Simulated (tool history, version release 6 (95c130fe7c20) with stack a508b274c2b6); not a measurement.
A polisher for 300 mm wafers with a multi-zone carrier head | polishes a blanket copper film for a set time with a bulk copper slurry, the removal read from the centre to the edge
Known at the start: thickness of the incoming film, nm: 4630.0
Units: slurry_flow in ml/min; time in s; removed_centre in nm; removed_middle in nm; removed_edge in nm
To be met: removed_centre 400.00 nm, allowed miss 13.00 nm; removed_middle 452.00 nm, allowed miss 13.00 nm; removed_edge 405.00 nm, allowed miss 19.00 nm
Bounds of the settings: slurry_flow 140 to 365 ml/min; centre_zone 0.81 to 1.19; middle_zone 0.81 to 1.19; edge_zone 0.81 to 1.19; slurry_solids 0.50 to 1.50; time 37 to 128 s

run 1 day=0.000 | slurry_flow=235 centre_zone=1.00 middle_zone=1.00 edge_zone=1.00 slurry_solids=1.00 time=82 | removed_centre=589.36 removed_middle=619.80 removed_edge=606.95
run 2 day=0.129 | slurry_flow=235 centre_zone=0.98 middle_zone=1.00 edge_zone=0.96 slurry_solids=0.90 time=78 | removed_centre=541.33 removed_middle=577.33 removed_edge=558.19
run 3 day=0.312 | slurry_flow=235 centre_zone=0.91 middle_zone=1.00 edge_zone=0.96 slurry_solids=0.90 time=78 | removed_centre=511.19 removed_middle=584.23 removed_edge=567.43
run 4 day=0.333 | slurry_flow=235 centre_zone=0.91 middle_zone=0.95 edge_zone=0.96 slurry_solids=0.90 time=78 | removed_centre=517.37 removed_middle=567.38 removed_edge=563.23
run 5 day=0.383 | slurry_flow=235 centre_zone=0.91 middle_zone=0.97 edge_zone=0.92 slurry_solids=0.80 time=74 | removed_centre=480.46 removed_middle=529.87 removed_edge=502.66
run 6 day=0.683 | slurry_flow=230 centre_zone=0.89 middle_zone=0.96 edge_zone=0.90 slurry_solids=0.70 time=73 | removed_centre=453.77 removed_middle=512.19 removed_edge=494.12
run 7 day=0.908 | slurry_flow=235 centre_zone=0.90 middle_zone=0.97 edge_zone=0.88 slurry_solids=0.65 time=71 | removed_centre=446.89 removed_middle=504.21 removed_edge=461.38
run 8 day=0.988 | slurry_flow=230 centre_zone=0.89 middle_zone=0.96 edge_zone=0.87 slurry_solids=0.60 time=70 | removed_centre=435.60 removed_middle=490.64 removed_edge=450.75
run 9 day=1.071 | slurry_flow=225 centre_zone=0.89 middle_zone=0.96 edge_zone=0.86 slurry_solids=0.55 time=69 | removed_centre=425.85 removed_middle=475.95 removed_edge=443.99
run 10 day=1.221 | slurry_flow=225 centre_zone=0.89 middle_zone=0.96 edge_zone=0.85 slurry_solids=0.55 time=68 | removed_centre=420.52 removed_middle=461.53 removed_edge=439.16
run 11 day=1.358 | slurry_flow=235 centre_zone=0.89 middle_zone=0.96 edge_zone=0.84 slurry_solids=0.55 time=67 | removed_centre=419.28 removed_middle=458.33 removed_edge=436.64
run 12 day=1.438 | slurry_flow=225 centre_zone=0.89 middle_zone=0.97 edge_zone=0.83 slurry_solids=0.55 time=67 | removed_centre=413.86 removed_middle=461.01 removed_edge=423.44

Which of these 4 next moves meets every target?
run A day=1.517 | slurry_flow=300 centre_zone=0.95 middle_zone=1.01 edge_zone=0.81 slurry_solids=0.80 time=64 | removed_centre=? removed_middle=? removed_edge=?
run B day=1.517 | slurry_flow=205 centre_zone=0.85 middle_zone=0.88 edge_zone=0.83 slurry_solids=0.50 time=75 | removed_centre=? removed_middle=? removed_edge=?
run C day=1.517 | slurry_flow=235 centre_zone=0.81 middle_zone=0.97 edge_zone=0.91 slurry_solids=0.55 time=72 | removed_centre=? removed_middle=? removed_edge=?
run D day=1.517 | slurry_flow=225 centre_zone=0.89 middle_zone=0.98 edge_zone=0.81 slurry_solids=0.50 time=65 | removed_centre=? removed_middle=? removed_edge=?

move=A removed_centre=441.02 removed_middle=484.17 removed_edge=421.03
move=B removed_centre=439.54 removed_middle=466.55 removed_edge=464.61
move=C removed_centre=418.19 removed_middle=496.18 removed_edge=472.83
move=D removed_centre=397.13 removed_middle=446.12 removed_edge=400.43
A: further off than the last run
B: further off than the last run
C: further off than the last run
D: meets every target
Answer: D
